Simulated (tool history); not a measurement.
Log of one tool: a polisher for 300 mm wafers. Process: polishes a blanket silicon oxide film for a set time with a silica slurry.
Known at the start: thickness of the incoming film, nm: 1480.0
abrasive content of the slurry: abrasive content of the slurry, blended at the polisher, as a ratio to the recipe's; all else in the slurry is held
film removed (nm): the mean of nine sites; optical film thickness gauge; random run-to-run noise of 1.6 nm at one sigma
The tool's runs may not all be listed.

run,hour,flow of slurry (ml/min),pressure of the wafer on the pad (kPa),speed of the pad under the wafer (m/s),abrasive content of the slurry,polishing time (s),film removed (nm)
1,0,280,33.1,1.42,1,47,172.98
2,3.2,280,40,1.42,1,47,204.1
3,6.4,280,40,1.42,0.85,47,186.86
4,12.6,280,40,1.14,0.85,47,155.85
# hour 18.8: head pressure recalibrated
5,18.8,280,39.3,1.14,0.85,47,166.09
6,26.9,280,38.6,1.14,0.85,47,159.5
7,29.5,280,37.9,1.14,0.85,47,160.39
8,37.1,280,37.9,1.14,0.85,47,160.08

Run 9 has not been measured yet. What should we expect?
9,42.2,280,37.2,1.14,0.85,47,?

Run 9 gave film removed (nm) 156.68.
